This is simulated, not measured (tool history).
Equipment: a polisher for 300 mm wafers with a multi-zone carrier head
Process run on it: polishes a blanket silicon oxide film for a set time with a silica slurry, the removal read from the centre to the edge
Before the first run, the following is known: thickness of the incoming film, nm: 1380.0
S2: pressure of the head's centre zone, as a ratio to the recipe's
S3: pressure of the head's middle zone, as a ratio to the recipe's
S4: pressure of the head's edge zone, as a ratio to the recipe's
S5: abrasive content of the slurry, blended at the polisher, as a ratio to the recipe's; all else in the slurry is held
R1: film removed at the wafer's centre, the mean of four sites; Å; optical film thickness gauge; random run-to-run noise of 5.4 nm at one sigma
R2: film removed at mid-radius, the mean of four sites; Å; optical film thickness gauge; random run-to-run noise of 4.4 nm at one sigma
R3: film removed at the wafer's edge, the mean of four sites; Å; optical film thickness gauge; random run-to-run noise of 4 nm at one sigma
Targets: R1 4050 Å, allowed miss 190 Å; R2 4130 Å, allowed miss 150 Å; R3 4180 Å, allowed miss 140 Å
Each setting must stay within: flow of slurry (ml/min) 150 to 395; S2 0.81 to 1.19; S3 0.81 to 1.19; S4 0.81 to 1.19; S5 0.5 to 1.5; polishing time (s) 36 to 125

{"run": 1, "hour": 0.0, "flow of slurry (ml/min)": 250, "S2": 1, "S3": 1, "S4": 1, "S5": 1, "polishing time (s)": 80, "R1": 2686.1, "R2": 2799, "R3": 2850.9}
{"run": 2, "hour": 2.4, "flow of slurry (ml/min)": 250, "S2": 1, "S3": 0.93, "S4": 1, "S5": 1, "polishing time (s)": 80, "R1": 2630.8, "R2": 2612.8, "R3": 2837.8}
{"run": 3, "hour": 3.3, "flow of slurry (ml/min)": 250, "S2": 1, "S3": 0.98, "S4": 1, "S5": 1, "polishing time (s)": 80, "R1": 2734.4, "R2": 2671.5, "R3": 2814.7}
{"run": 4, "hour": 6.8, "flow of slurry (ml/min)": 255, "S2": 1, "S3": 0.99, "S4": 1.01, "S5": 1.05, "polishing time (s)": 81, "R1": 2773, "R2": 2856.9, "R3": 2952.1}
{"run": 5, "hour": 10.9, "flow of slurry (ml/min)": 255, "S2": 1.01, "S3": 1, "S4": 1.02, "S5": 1.1, "polishing time (s)": 82, "R1": 2903.3, "R2": 2977.7, "R3": 3082.7}
{"run": 6, "hour": 18.6, "flow of slurry (ml/min)": 260, "S2": 1.02, "S3": 1.01, "S4": 1.03, "S5": 1.15, "polishing time (s)": 83, "R1": 2989, "R2": 3104, "R3": 3155.3}
{"run": 7, "hour": 22.6, "flow of slurry (ml/min)": 260, "S2": 1.08, "S3": 1, "S4": 1.09, "S5": 1.4, "polishing time (s)": 97, "R1": 4139.1, "R2": 3811.3, "R3": 4073.3}
{"run": 8, "hour": 26.1, "flow of slurry (ml/min)": 265, "S2": 1.08, "S3": 1.01, "S4": 1.09, "S5": 1.4, "polishing time (s)": 97, "R1": 3993.8, "R2": 3864.7, "R3": 4137.2}
{"run": 9, "hour": 29.3, "flow of slurry (ml/min)": 265, "S2": 1.08, "S3": 1.02, "S4": 1.09, "S5": 1.4, "polishing time (s)": 97, "R1": 4014.2, "R2": 3905.6, "R3": 4172.6}

Which one of the following 4 next-run settings gets every result inside its allowed miss? There is exactly one.
{"run": "A", "hour": 32.5, "flow of slurry (ml/min)": 225, "S2": 1.12, "S3": 0.96, "S4": 1.19, "S5": 1.45, "polishing time (s)": 96, "R1": "?", "R2": "?", "R3": "?"}
{"run": "B", "hour": 32.5, "flow of slurry (ml/min)": 190, "S2": 1.1, "S3": 0.97, "S4": 1.16, "S5": 1.35, "polishing time (s)": 101, "R1": "?", "R2": "?", "R3": "?"}
{"run": "C", "hour": 32.5, "flow of slurry (ml/min)": 220, "S2": 1.06, "S3": 1.09, "S4": 1.08, "S5": 1.4, "polishing time (s)": 100, "R1": "?", "R2": "?", "R3": "?"}
{"run": "D", "hour": 32.5, "flow of slurry (ml/min)": 240, "S2": 1.14, "S3": 1.03, "S4": 1.14, "S5": 1.5, "polishing time (s)": 93, "R1": "?", "R2": "?", "R3": "?"}

move=A R1=4031.1 R2=3635.8 R3=4266.7
move=B R1=3963.4 R2=3677.2 R3=4248
move=C R1=3916.6 R2=4104 R3=4161.3
move=D R1=4057.4 R2=3783.5 R3=4109.9
A: misses by more than the last run did
B: misses by more than the last run did
C: in spec on every target
D: misses by more than the last run did
The move that meets every target is C.
